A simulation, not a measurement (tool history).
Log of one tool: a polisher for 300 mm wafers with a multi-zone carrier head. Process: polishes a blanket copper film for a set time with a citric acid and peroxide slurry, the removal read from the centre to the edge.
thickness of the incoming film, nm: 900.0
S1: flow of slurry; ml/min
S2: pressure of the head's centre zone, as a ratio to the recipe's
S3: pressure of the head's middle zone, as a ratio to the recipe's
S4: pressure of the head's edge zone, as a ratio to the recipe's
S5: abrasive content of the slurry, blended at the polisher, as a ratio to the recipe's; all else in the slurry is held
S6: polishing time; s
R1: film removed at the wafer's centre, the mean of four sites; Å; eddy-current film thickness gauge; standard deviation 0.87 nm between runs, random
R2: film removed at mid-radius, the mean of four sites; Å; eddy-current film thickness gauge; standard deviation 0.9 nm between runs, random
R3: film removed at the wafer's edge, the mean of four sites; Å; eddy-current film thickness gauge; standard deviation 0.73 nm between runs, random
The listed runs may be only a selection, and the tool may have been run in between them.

run,hour,S1,S2,S3,S4,S5,S6,R1,R2,R3
1,0.0,140,1.00,1.00,1.00,1.00,46,868.13,883.04,839.52
2,8.9,140,0.94,1.00,1.00,1.00,46,805.89,874.74,838.87
3,15.7,150,0.96,0.99,1.02,1.05,46,857.52,902.50,856.99
4,20.2,150,0.97,0.96,1.04,1.10,46,889.46,890.28,877.37
5,26.2,150,0.97,1.02,1.04,1.10,46,884.90,930.95,893.52
6,29.7,150,0.93,1.02,1.04,1.10,46,841.36,926.23,888.87

Expected results for the next run?
7,36.8,155,0.95,1.00,1.06,1.15,46,?,?,?

Run 7 came out at R1 879.83 Å, R2 934.67 Å, R3 915.14 Å.
